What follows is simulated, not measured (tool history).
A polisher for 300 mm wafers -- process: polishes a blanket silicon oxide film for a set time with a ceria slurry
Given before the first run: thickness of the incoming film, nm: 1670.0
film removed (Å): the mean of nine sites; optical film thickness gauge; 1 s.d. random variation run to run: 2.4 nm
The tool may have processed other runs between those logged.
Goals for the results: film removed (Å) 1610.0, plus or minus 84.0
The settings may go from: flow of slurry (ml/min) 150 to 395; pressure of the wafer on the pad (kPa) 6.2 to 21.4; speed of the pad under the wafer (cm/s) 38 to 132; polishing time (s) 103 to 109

run,day,flow of slurry (ml/min),pressure of the wafer on the pad (kPa),speed of the pad under the wafer (cm/s),polishing time (s),film removed (Å)
1,0.000,250,13.8,84,103,2440.8
2,0.321,250,13.8,84,103,2428.6
3,0.592,250,12.4,84,103,2247.9
4,0.662,250,11.0,84,103,2125.8
5,0.712,200,11.0,84,103,2050.6
6,0.750,200,9.7,84,103,1973.6
7,0.871,200,9.0,82,103,1892.9
8,0.954,200,8.3,80,103,1709.3

Pick the move, out of 4, that brings all results within their allowed miss; only one does.
A,1.038,210,6.2,72,103,?
B,1.038,240,6.9,68,103,?
C,1.038,260,6.9,80,103,?
D,1.038,200,7.6,64,109,?

move,film removed (Å)
A,1362.3
B,1370.9
C,1619.0
D,1392.3
A: takes the biggest miss from the last run beyond its target
B: takes the biggest miss from the last run beyond its target
C: in spec on every target
D: takes the biggest miss from the last run beyond its target
C is the move that brings every result within its allowed miss.
